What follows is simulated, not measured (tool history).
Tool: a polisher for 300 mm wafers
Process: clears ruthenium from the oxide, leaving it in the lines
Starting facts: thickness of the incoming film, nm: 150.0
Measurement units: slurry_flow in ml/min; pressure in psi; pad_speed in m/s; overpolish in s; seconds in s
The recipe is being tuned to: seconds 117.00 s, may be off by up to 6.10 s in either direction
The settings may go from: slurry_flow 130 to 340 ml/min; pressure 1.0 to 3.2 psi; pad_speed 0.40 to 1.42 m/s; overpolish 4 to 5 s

run	hour	slurry_flow	pressure	pad_speed	overpolish	seconds
1	0.0	220	2.1	0.90	5	164.32
2	1.7	165	2.1	0.90	5	173.28
3	6.9	165	2.6	0.90	5	154.09
4	10.0	165	2.6	1.04	5	135.67
5	14.1	165	2.6	1.04	5	130.94
6	16.6	140	2.6	1.04	5	136.39
7	23.5	145	2.7	1.04	5	133.93
8	24.1	150	2.8	1.04	5	127.83
9	29.9	160	2.9	1.04	5	123.04

Pick the move, out of 5, that brings all results within their allowed miss; only one does.
A	35.7	130	2.7	1.14	5	?
B	35.7	190	3.2	0.98	5	?
C	35.7	175	2.7	0.98	5	?
D	35.7	140	2.9	0.96	4	?
E	35.7	165	3.0	0.96	4	?

move	seconds
A	128.59
B	119.31
C	137.68
D	141.20
E	131.88
A: the biggest miss grows against the last run
B: all results land within tolerance of their targets
C: the biggest miss grows against the last run
D: the biggest miss grows against the last run
E: the biggest miss grows against the last run
Move B is the one to make.
